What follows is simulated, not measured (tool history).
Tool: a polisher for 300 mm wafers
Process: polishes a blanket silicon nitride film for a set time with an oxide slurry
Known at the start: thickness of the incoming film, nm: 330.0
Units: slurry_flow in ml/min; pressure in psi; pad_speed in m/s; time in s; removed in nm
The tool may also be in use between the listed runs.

Run 1, hour 0: slurry_flow 300 ml/min, pressure 4.7 psi, pad_speed 1.16 m/s, slurry_solids 1, time 63 s. Result: removed 70.022 nm.
Run 2, hour 7.7: slurry_flow 300 ml/min, pressure 4.7 psi, pad_speed 1.16 m/s, slurry_solids 1, time 66 s. Result: removed 71.387 nm.
Run 3, hour 9.3: slurry_flow 300 ml/min, pressure 5.2 psi, pad_speed 1.18 m/s, slurry_solids 1, time 66 s. Result: removed 81.139 nm.
Run 4, hour 13.8: slurry_flow 300 ml/min, pressure 5.6 psi, pad_speed 1.2 m/s, slurry_solids 1, time 66 s. Result: removed 88.31 nm.
Run 5, hour 21.8: slurry_flow 300 ml/min, pressure 5.9 psi, pad_speed 1.22 m/s, slurry_solids 1, time 66 s. Result: removed 94.378 nm.
Run 6, hour 27.1: slurry_flow 300 ml/min, pressure 6.1 psi, pad_speed 1.22 m/s, slurry_solids 1, time 66 s. Result: removed 95.112 nm.
Run 7, hour 30.5: slurry_flow 300 ml/min, pressure 6.1 psi, pad_speed 1.22 m/s, slurry_solids 1, time 66 s. Result: removed 94.486 nm.

Forecast run 8:
Run 8, hour 37.4: slurry_flow 300 ml/min, pressure 6.3 psi, pad_speed 1.24 m/s, slurry_solids 1, time 66 s. Result: removed ?.

removed: 100.31 nm
